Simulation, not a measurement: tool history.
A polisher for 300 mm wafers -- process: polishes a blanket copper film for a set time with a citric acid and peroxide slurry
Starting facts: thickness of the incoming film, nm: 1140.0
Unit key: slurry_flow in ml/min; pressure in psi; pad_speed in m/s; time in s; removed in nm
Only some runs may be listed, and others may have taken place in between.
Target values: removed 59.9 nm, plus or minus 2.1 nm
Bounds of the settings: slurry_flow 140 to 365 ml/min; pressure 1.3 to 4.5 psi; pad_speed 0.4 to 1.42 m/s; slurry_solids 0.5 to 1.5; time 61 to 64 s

run  hour  slurry_flow  pressure  pad_speed  slurry_solids  time  removed
  1     0          235       2.9        0.9              1    61   128.23
  2   1.5          235       2.9        0.9              1    64   130.96
  3   3.5          235       2.9       1.08              1    64   160.25
  4   9.2          235       2.5       0.98              1    64   124.85
  5  10.6          235       2.5       1.14              1    64   146.62
  6    15          235       2.2       1.04              1    64   115.62
  7  18.8          235         2       0.98              1    64   98.108
  8  19.6          235       1.8       0.94              1    64   86.416
  9  28.1          235       1.7        0.9              1    64   78.945
     34.5  -- head pressure recalibrated
 10  34.5          230       1.3       0.76              1    64   56.876

Exactly one of the 5 candidate moves below puts every result within its allowed miss. Which one?
  A  40.9          290       1.4       0.66           0.95    64        ?
  B  40.9          250       1.3        0.7           1.05    64        ?
  C  40.9          205       1.7        0.6           0.95    61        ?
  D  40.9          225       1.4       0.78            0.9    63        ?
  E  40.9          285       1.6        0.6           0.95    61        ?

move  removed
   A   54.336
   B   53.847
   C   54.438
   D   60.032
   E   53.551
A: its largest miss is bigger than the last run's
B: its largest miss is bigger than the last run's
C: its largest miss is bigger than the last run's
D: every result lands within tolerance
E: its largest miss is bigger than the last run's
The move that meets every target is D.
